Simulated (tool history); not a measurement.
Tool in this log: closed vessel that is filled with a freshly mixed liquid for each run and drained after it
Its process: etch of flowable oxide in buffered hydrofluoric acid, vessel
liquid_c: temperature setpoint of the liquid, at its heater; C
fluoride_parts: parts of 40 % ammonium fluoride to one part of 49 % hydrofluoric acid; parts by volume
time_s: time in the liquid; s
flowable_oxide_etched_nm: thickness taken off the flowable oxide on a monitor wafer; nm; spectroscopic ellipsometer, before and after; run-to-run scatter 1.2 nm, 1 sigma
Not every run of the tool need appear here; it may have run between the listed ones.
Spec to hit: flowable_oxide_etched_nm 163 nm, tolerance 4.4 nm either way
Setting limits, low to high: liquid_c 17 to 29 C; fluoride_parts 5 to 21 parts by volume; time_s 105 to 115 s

run    day  liquid_c  fluoride_parts  time_s  flowable_oxide_etched_nm
  1      0        21              13     105                    220.99
  2  0.125        20              13     105                    207.21
  3  0.283      19.5              13     105                    199.78
  4  0.621        19              13     105                    193.59
  5  0.871        21              13     105                    219.59
  6  0.917      24.5              13     105                    267.49
  7  1.142        23              13     105                    246.03
  8  1.283        22              13     105                    232.37
  9  1.646        21              13     105                    220.03
 10  1.979        17            14.5     105                     157.3

Consider the 4 candidate settings below. Which is the only one whose results all fall within their allowed miss of target?
  A  2.312        17              15     105                         ?
  B  2.312      18.5            16.5     115                         ?
  C  2.312        17              13     105                         ?
  D  2.312      18.5              15     110                         ?

move  flowable_oxide_etched_nm
   A                     152.2
   B                    165.28
   C                    175.18
   D                    173.66
A: moves away from the targets compared with the last run
B: in spec on every target
C: carries the result that was furthest off beyond its target, to the other side
D: carries the result that was furthest off beyond its target, to the other side
B is the move that brings every result within its allowed miss.
